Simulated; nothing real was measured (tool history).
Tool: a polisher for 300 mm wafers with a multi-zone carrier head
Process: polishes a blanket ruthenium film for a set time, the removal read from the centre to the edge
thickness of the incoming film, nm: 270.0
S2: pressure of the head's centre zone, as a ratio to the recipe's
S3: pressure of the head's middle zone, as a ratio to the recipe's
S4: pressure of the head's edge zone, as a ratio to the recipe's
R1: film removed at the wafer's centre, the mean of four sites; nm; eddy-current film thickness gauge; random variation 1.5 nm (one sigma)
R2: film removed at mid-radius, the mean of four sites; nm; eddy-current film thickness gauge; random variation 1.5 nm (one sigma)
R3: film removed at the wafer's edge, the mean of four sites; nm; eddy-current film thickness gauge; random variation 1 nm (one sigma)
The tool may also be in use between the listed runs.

{"run": 1, "hour": 0.0, "flow of slurry (ml/min)": 195, "S2": 1, "S3": 1, "S4": 1, "polishing time (s)": 58, "R1": 64.315, "R2": 63.928, "R3": 64.187}
{"run": 2, "hour": 0.9, "flow of slurry (ml/min)": 235, "S2": 1, "S3": 1, "S4": 1, "polishing time (s)": 58, "R1": 65.02, "R2": 63.955, "R3": 64.768}
{"run": 3, "hour": 4.5, "flow of slurry (ml/min)": 235, "S2": 0.96, "S3": 1, "S4": 1, "polishing time (s)": 58, "R1": 62.907, "R2": 64.371, "R3": 63.896}
{"run": 4, "hour": 6.4, "flow of slurry (ml/min)": 240, "S2": 1.02, "S3": 1.04, "S4": 0.97, "polishing time (s)": 64, "R1": 74.763, "R2": 73.208, "R3": 71.738}
{"run": 5, "hour": 10.1, "flow of slurry (ml/min)": 240, "S2": 1.02, "S3": 1.04, "S4": 0.97, "polishing time (s)": 54, "R1": 63.167, "R2": 62.294, "R3": 59.872}
{"run": 6, "hour": 11.3, "flow of slurry (ml/min)": 280, "S2": 1.02, "S3": 1.04, "S4": 0.97, "polishing time (s)": 54, "R1": 64.137, "R2": 62.244, "R3": 60.724}
{"run": 7, "hour": 18.5, "flow of slurry (ml/min)": 280, "S2": 1.12, "S3": 1.14, "S4": 0.93, "polishing time (s)": 70, "R1": 91.067, "R2": 88.183, "R3": 77.789}
{"run": 8, "hour": 26.1, "flow of slurry (ml/min)": 280, "S2": 1.13, "S3": 1.15, "S4": 0.93, "polishing time (s)": 73, "R1": 96.484, "R2": 93.455, "R3": 79.788}
{"run": 9, "hour": 30.1, "flow of slurry (ml/min)": 280, "S2": 1.13, "S3": 1.15, "S4": 0.93, "polishing time (s)": 73, "R1": 95.435, "R2": 92.473, "R3": 81.19}
{"run": 10, "hour": 35.9, "flow of slurry (ml/min)": 280, "S2": 1.14, "S3": 1.16, "S4": 0.93, "polishing time (s)": 75, "R1": 101.33, "R2": 99.481, "R3": 83.284}

Forecast run 11:
{"run": 11, "hour": 38.0, "flow of slurry (ml/min)": 280, "S2": 1.14, "S3": 1.15, "S4": 0.95, "polishing time (s)": 76, "R1": "?", "R2": "?", "R3": "?"}

Run 11 gave R1 101.91 nm, R2 95.953 nm, R3 85.651 nm.
